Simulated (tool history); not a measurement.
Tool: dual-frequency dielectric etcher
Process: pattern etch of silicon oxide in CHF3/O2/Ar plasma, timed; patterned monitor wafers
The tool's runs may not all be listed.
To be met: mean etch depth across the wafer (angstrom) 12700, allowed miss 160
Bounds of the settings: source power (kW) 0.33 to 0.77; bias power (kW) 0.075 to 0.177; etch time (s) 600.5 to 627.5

run,hour,source power (kW),bias power (kW),etch time (s),mean etch depth across the wafer (angstrom)
1,0,0.55,0.126,600.5,10858
2,2.4,0.59,0.127,600.5,11332
3,5.4,0.59,0.106,600.5,10899
4,7.7,0.59,0.106,627.5,11376
5,13.7,0.61,0.106,627.5,11586
6,17.2,0.61,0.123,627.5,12001
7,18.3,0.62,0.123,627.5,12079
8,23.8,0.63,0.123,627.5,12245
9,28,0.64,0.123,627.5,12354
10,29.2,0.65,0.123,627.5,12402
11,31.3,0.69,0.124,627.5,12859

4 next moves are on the table. One of them brings every result within its allowed miss. Which?
A,33.4,0.73,0.129,618.5,?
B,33.4,0.7,0.124,600.5,?
C,33.4,0.69,0.116,627.5,?
D,33.4,0.7,0.141,623,?

move,mean etch depth across the wafer (angstrom)
A,13175
B,12390
C,12654
D,13246
A: further off than the last run
B: takes the result that was furthest off past its target
C: meets every target
D: further off than the last run
Move C is the one to make.
